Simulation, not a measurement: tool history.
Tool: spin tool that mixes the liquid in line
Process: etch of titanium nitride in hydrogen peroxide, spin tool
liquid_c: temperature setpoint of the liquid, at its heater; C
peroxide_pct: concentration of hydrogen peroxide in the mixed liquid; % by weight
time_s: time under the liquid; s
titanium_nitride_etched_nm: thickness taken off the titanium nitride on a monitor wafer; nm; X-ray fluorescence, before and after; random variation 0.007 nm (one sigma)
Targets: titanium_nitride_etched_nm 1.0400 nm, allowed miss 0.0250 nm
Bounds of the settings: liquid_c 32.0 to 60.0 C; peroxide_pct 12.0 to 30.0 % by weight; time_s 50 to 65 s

run	hour	liquid_c	peroxide_pct	time_s	titanium_nitride_etched_nm
1	0.0	44.0	21.5	65	2.8915
2	6.5	49.5	21.5	65	4.3014
3	15.4	53.5	21.5	65	5.7497
4	23.4	53.5	21.5	50	4.4155
5	26.7	58.5	21.5	50	6.2713
6	29.7	60.0	21.5	50	6.9427
7	37.5	50.5	18.0	50	3.4275
8	44.2	44.0	18.0	50	2.1231
9	48.1	40.5	18.0	50	1.6339
10	51.8	38.5	18.0	50	1.4010
11	55.8	37.0	18.0	50	1.2367
12	61.2	36.0	18.0	50	1.1510
13	65.2	35.5	18.0	50	1.1032

4 next moves are on the table. One of them brings every result within its allowed miss. Which?
A	69.2	34.0	18.0	60	?
B	69.2	34.5	20.0	50	?
C	69.2	33.5	20.0	60	?
D	69.2	33.5	17.0	60	?

move	titanium_nitride_etched_nm
A	1.1728
B	1.0402
C	1.1524
D	1.1131
A: further off than the last run
B: meets every target
C: further off than the last run
D: further off than the last run
Move B is the one to make.
